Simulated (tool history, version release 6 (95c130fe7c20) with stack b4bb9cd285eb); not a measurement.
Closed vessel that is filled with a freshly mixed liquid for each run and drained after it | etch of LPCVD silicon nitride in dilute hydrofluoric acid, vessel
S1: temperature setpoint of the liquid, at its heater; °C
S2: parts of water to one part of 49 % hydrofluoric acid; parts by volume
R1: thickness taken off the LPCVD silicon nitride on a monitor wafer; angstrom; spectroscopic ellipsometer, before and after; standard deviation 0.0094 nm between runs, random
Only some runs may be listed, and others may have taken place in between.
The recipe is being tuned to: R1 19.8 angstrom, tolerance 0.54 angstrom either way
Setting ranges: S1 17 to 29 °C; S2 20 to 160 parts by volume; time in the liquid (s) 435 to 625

Run 1, hour 0: S1 21 °C, S2 90 parts by volume, time in the liquid (s) 625. Result: R1 27.758 angstrom.
Run 2, hour 8.1: S1 21 °C, S2 105 parts by volume, time in the liquid (s) 625. Result: R1 24.276 angstrom.
Run 3, hour 16.1: S1 19.5 °C, S2 105 parts by volume, time in the liquid (s) 625. Result: R1 21.874 angstrom.
Run 4, hour 24.9: S1 19.5 °C, S2 105 parts by volume, time in the liquid (s) 625. Result: R1 21.928 angstrom.
Run 5, hour 30.2: S1 19 °C, S2 105 parts by volume, time in the liquid (s) 625. Result: R1 21.144 angstrom.
Run 6, hour 32.9: S1 19 °C, S2 75 parts by volume, time in the liquid (s) 625. Result: R1 29.169 angstrom.
Run 7, hour 40.7: S1 18.5 °C, S2 80 parts by volume, time in the liquid (s) 625. Result: R1 26.55 angstrom.
Run 8, hour 42.7: S1 18 °C, S2 85 parts by volume, time in the liquid (s) 625. Result: R1 24.232 angstrom.
Run 9, hour 44: S1 18 °C, S2 85 parts by volume, time in the liquid (s) 625. Result: R1 24.138 angstrom.
Run 10, hour 45.8: S1 17 °C, S2 100 parts by volume, time in the liquid (s) 620. Result: R1 18.98 angstrom.

Which of these 5 next moves meets every target?
Run A, hour 47.6: S1 17.5 °C, S2 80 parts by volume, time in the liquid (s) 460. Result: R1 ?.
Run B, hour 47.6: S1 17 °C, S2 80 parts by volume, time in the liquid (s) 455. Result: R1 ?.
Run C, hour 47.6: S1 17 °C, S2 90 parts by volume, time in the liquid (s) 585. Result: R1 ?.
Run D, hour 47.6: S1 17.5 °C, S2 75 parts by volume, time in the liquid (s) 435. Result: R1 ?.
Run E, hour 47.6: S1 17 °C, S2 110 parts by volume, time in the liquid (s) 625. Result: R1 ?.

move      R1
   A  18.299
   B  17.477
   C  20.046
   D  18.424
   E  17.634
A: the biggest miss grows against the last run
B: the biggest miss grows against the last run
C: every result within its allowed miss
D: the biggest miss grows against the last run
E: the biggest miss grows against the last run
C meets every target.
